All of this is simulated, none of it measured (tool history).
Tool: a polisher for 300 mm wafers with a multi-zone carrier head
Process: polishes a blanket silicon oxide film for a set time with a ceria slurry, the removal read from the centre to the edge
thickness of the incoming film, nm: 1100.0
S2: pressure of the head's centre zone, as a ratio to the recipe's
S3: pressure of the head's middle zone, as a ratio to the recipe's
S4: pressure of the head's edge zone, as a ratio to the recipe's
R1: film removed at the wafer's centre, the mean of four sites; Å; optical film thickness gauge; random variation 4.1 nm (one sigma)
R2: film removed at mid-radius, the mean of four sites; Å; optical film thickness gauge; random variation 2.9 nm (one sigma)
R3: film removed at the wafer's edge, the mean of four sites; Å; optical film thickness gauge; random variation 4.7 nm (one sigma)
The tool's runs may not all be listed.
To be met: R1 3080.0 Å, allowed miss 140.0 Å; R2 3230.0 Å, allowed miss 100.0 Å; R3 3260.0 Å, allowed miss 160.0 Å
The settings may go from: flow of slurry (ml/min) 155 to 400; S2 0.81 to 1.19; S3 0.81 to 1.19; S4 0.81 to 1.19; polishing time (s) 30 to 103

Run 1, hour 0.0: flow of slurry (ml/min) 255, S2 1.00, S3 1.00, S4 1.00, polishing time (s) 66. Result: R1 3876.9 Å, R2 3993.4 Å, R3 3867.6 Å.
Run 2, hour 6.1: flow of slurry (ml/min) 250, S2 0.97, S3 0.97, S4 0.97, polishing time (s) 63. Result: R1 3599.2 Å, R2 3658.9 Å, R3 3648.2 Å.
Run 3, hour 10.6: flow of slurry (ml/min) 305, S2 0.97, S3 0.97, S4 0.97, polishing time (s) 63. Result: R1 3716.1 Å, R2 3727.2 Å, R3 3706.9 Å.
Run 4, hour 12.8: flow of slurry (ml/min) 305, S2 0.92, S3 0.97, S4 0.97, polishing time (s) 63. Result: R1 3604.6 Å, R2 3825.1 Å, R3 3783.5 Å.
Run 5, hour 18.9: flow of slurry (ml/min) 305, S2 0.92, S3 0.97, S4 0.97, polishing time (s) 77. Result: R1 4377.4 Å, R2 4611.5 Å, R3 4508.0 Å.
Run 6, hour 24.0: flow of slurry (ml/min) 305, S2 0.92, S3 0.97, S4 0.97, polishing time (s) 92. Result: R1 5196.3 Å, R2 5562.0 Å, R3 5403.2 Å.
Run 7, hour 31.2: flow of slurry (ml/min) 290, S2 0.90, S3 0.94, S4 0.93, polishing time (s) 80. Result: R1 4373.3 Å, R2 4601.1 Å, R3 4615.7 Å.
Run 8, hour 32.6: flow of slurry (ml/min) 285, S2 0.90, S3 0.94, S4 0.91, polishing time (s) 71. Result: R1 3969.1 Å, R2 4099.7 Å, R3 4100.1 Å.
Run 9, hour 38.7: flow of slurry (ml/min) 280, S2 0.89, S3 0.94, S4 0.90, polishing time (s) 65. Result: R1 3450.0 Å, R2 3774.8 Å, R3 3751.2 Å.
Run 10, hour 40.5: flow of slurry (ml/min) 270, S2 0.90, S3 0.93, S4 0.88, polishing time (s) 62. Result: R1 3389.6 Å, R2 3526.0 Å, R3 3462.4 Å.
Run 11, hour 45.4: flow of slurry (ml/min) 255, S2 0.89, S3 0.92, S4 0.87, polishing time (s) 61. Result: R1 3323.0 Å, R2 3395.4 Å, R3 3392.6 Å.
Run 12, hour 46.8: flow of slurry (ml/min) 245, S2 0.87, S3 0.92, S4 0.86, polishing time (s) 61. Result: R1 3184.3 Å, R2 3470.9 Å, R3 3318.1 Å.

Which of these 5 next moves meets every target?
Run A, hour 48.2: flow of slurry (ml/min) 220, S2 0.84, S3 1.00, S4 0.85, polishing time (s) 62. Result: R1 ?, R2 ?, R3 ?.
Run B, hour 48.2: flow of slurry (ml/min) 380, S2 0.81, S3 0.81, S4 0.99, polishing time (s) 58. Result: R1 ?, R2 ?, R3 ?.
Run C, hour 48.2: flow of slurry (ml/min) 225, S2 0.85, S3 0.91, S4 0.87, polishing time (s) 60. Result: R1 ?, R2 ?, R3 ?.
Run D, hour 48.2: flow of slurry (ml/min) 190, S2 0.97, S3 1.01, S4 0.81, polishing time (s) 61. Result: R1 ?, R2 ?, R3 ?.
Run E, hour 48.2: flow of slurry (ml/min) 155, S2 0.84, S3 1.07, S4 0.85, polishing time (s) 58. Result: R1 ?, R2 ?, R3 ?.

move      R1      R2      R3
   A  3106.0  3706.7  3424.7
   B  3020.7  3093.9  3610.8
   C  3041.7  3325.5  3361.5
   D  3317.1  3588.1  3239.4
   E  2700.4  3437.9  3049.4
A: further off than the last run
B: takes the result that was furthest off past its target
C: meets every target
D: further off than the last run
E: further off than the last run
Move C is the one to make.
